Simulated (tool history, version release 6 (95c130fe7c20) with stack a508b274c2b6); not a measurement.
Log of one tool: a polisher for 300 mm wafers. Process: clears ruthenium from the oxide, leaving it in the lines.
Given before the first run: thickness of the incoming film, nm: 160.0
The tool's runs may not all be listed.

run    day  flow of slurry (ml/min)  pressure of the wafer on the pad (kPa)  speed of the pad under the wafer (m/s)  overpolish time after the end point (s)  time until the end point was called (s)
  1  0.000                      280                                    17.2                                    0.90                                        6                                   158.86
  2  0.154                      280                                    19.3                                    0.94                                        6                                   140.96
  3  0.196                      280                                    19.3                                    0.84                                        6                                   151.37
  4  0.396                      280                                    19.3                                    0.84                                        4                                   151.96
  5  0.529                      280                                    15.9                                    0.84                                        4                                   191.01
  6  0.592                      280                                    17.9                                    0.90                                        4                                   157.43
  7  0.938                      280                                    17.9                                    0.90                                        4                                   152.77
  8  1.288                      280                                    20.0                                    0.94                                        4                                   129.12
  9  1.650                      280                                    20.0                                    0.94                                        4                                   137.95
 10  1.721                      280                                    20.0                                    0.94                                        4                                   127.21
 11  1.988                      280                                    21.4                                    0.96                                        4                                   125.48
 12  2.038                      280                                    22.8                                    1.02                                        4                                   107.66

Run 13, settings as shown, results not yet in. Your forecast:
 13  2.217                      280                                    22.8                                    1.02                                        4                                        ?

time until the end point was called (s): 106.58

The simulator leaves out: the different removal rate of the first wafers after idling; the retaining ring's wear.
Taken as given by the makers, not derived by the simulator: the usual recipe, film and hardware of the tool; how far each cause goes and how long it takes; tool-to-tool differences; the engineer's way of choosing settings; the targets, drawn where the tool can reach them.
